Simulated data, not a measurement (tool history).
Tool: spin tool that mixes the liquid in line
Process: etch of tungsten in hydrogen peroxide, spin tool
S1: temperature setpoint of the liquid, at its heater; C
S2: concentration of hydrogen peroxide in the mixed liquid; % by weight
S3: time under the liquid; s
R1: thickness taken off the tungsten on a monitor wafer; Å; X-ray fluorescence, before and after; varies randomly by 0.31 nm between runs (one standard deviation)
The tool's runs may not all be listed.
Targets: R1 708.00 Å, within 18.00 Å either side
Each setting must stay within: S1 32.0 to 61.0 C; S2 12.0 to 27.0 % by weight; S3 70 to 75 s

run  hour    S1    S2  S3      R1
  1   0.0  45.0  18.0  70  409.96
  2   3.7  45.0  18.0  75  445.96
  3   9.0  45.0  18.0  75  442.26
  4  10.9  45.0  20.5  75  472.77
  5  19.1  49.5  20.5  75  628.72
  6  22.0  50.0  20.5  75  644.36
  7  25.9  50.5  20.5  75  665.19
  8  34.8  51.0  20.5  75  686.09

Which of these 5 next moves meets every target?
  A  43.7  51.5  21.0  70   ?
  B  43.7  51.0  22.0  75   ?
  C  43.7  53.0  22.0  70   ?
  D  43.7  50.0  21.5  75   ?
  E  43.7  53.5  18.0  75   ?

move      R1
   A  669.59
   B  712.37
   C  750.21
   D  662.60
   E  749.17
A: misses by more than the last run did
B: in spec on every target
C: moves the result that the last run missed by most past its target, out the other side
D: misses by more than the last run did
E: moves the result that the last run missed by most past its target, out the other side
Move B is the one to make.

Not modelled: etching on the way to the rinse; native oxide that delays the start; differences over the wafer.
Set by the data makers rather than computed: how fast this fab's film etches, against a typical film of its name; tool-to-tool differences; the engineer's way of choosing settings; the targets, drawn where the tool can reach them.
